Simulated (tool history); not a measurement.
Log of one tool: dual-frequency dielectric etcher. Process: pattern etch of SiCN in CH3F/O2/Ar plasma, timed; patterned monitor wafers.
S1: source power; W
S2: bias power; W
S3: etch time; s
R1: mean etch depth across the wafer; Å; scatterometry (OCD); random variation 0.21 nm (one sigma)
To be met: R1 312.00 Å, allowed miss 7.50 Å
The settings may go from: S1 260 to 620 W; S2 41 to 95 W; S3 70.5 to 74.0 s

run,day,S1,S2,S3,R1
1,0.000,440,68,70.5,266.67
2,0.275,490,70,70.5,280.71
3,0.496,520,72,70.5,288.42
4,0.621,540,74,70.5,300.58
5,0.946,540,63,70.5,272.58
6,1.171,510,63,70.5,269.81
7,1.462,530,67,71.0,285.19
8,1.562,550,69,71.0,289.36
9,1.783,560,71,71.0,301.26
10,1.979,570,71,71.0,296.99

Which of these 4 next moves meets every target?
A,2.175,530,67,71.5,?
B,2.175,460,80,74.0,?
C,2.175,450,81,71.0,?
D,2.175,620,65,71.5,?

move,R1
A,287.19
B,311.53
C,298.66
D,298.64
A: further off than the last run
B: meets every target
C: nearer than the last run, and not there yet
D: nearer than the last run, and not there yet
Answer: B

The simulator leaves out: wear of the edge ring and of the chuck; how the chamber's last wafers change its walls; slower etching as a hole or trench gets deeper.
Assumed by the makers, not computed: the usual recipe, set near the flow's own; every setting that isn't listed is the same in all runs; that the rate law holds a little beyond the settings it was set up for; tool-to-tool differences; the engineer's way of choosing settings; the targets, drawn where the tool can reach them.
